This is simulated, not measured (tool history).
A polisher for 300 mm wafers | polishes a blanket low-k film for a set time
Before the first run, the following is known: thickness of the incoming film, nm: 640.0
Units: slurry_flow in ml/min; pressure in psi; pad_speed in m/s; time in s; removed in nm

run 1 hour=0 | slurry_flow=255 pressure=2.4 pad_speed=1.2 slurry_solids=1 time=77 | removed=33.17
run 2 hour=6.5 | slurry_flow=315 pressure=2.4 pad_speed=1.2 slurry_solids=1 time=77 | removed=33.195
run 3 hour=12.5 | slurry_flow=315 pressure=2.4 pad_speed=1.2 slurry_solids=0.8 time=77 | removed=30.11
run 4 hour=19.4 | slurry_flow=315 pressure=2.1 pad_speed=1.2 slurry_solids=0.8 time=77 | removed=25.65
run 5 hour=24.5 | slurry_flow=260 pressure=2.1 pad_speed=1.2 slurry_solids=0.8 time=77 | removed=25.802
run 6 hour=25.4 | slurry_flow=260 pressure=2.1 pad_speed=1.48 slurry_solids=0.8 time=77 | removed=29.438
run 7 hour=33.5 | slurry_flow=260 pressure=1.8 pad_speed=1.48 slurry_solids=0.8 time=77 | removed=25.277

Run 8 is up next; what results do you expect?
run 8 hour=40.7 | slurry_flow=260 pressure=1.6 pad_speed=1.48 slurry_solids=0.8 time=77 | removed=?

removed: 22.5 nm
